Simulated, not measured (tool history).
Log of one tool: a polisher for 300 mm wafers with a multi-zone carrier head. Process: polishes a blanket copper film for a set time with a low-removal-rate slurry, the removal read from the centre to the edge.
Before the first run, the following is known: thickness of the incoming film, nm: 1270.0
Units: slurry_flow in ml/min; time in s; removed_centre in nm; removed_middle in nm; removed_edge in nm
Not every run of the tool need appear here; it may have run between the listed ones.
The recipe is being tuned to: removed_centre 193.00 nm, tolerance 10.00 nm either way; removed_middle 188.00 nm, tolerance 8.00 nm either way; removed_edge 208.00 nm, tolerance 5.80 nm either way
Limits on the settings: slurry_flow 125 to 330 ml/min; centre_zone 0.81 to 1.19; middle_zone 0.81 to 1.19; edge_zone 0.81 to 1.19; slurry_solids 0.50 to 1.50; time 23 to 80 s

run,hour,slurry_flow,centre_zone,middle_zone,edge_zone,slurry_solids,time,removed_centre,removed_middle,removed_edge
1,0.0,210,1.00,1.00,1.00,1.00,51,161.55,160.13,163.60
2,7.1,220,1.00,1.00,1.05,1.15,52,169.98,170.63,176.21
3,7.6,225,1.01,0.99,1.09,1.25,53,179.30,175.57,184.78
4,11.2,230,1.01,0.98,1.12,1.30,54,188.53,179.40,195.38
5,18.9,230,1.01,1.03,1.12,1.30,54,191.91,186.04,192.89
6,27.7,270,1.01,1.03,1.12,1.30,54,190.50,190.90,196.32
7,32.8,270,1.01,1.02,1.14,1.30,54,187.24,187.80,197.68
8,38.5,270,1.01,1.01,1.15,1.35,54,197.57,188.51,199.61

Pick the move, out of 5, that brings all results within their allowed miss; only one does.
A,44.2,310,1.00,1.06,1.14,1.40,51,?,?,?
B,44.2,255,1.18,1.05,1.18,1.45,52,?,?,?
C,44.2,280,1.02,1.02,1.07,1.25,55,?,?,?
D,44.2,245,0.98,0.95,1.12,1.25,58,?,?,?
E,44.2,250,1.01,0.97,1.18,1.40,52,?,?,?

move,removed_centre,removed_middle,removed_edge
A,181.46,191.90,193.93
B,201.23,191.66,199.32
C,190.75,193.29,197.06
D,193.34,189.21,209.72
E,181.44,177.50,197.61
A: the biggest miss grows against the last run
B: no nearer and no further than the last run
C: the biggest miss grows against the last run
D: each result inside its tolerance
E: the biggest miss grows against the last run
Correct choice: D, which meets every target
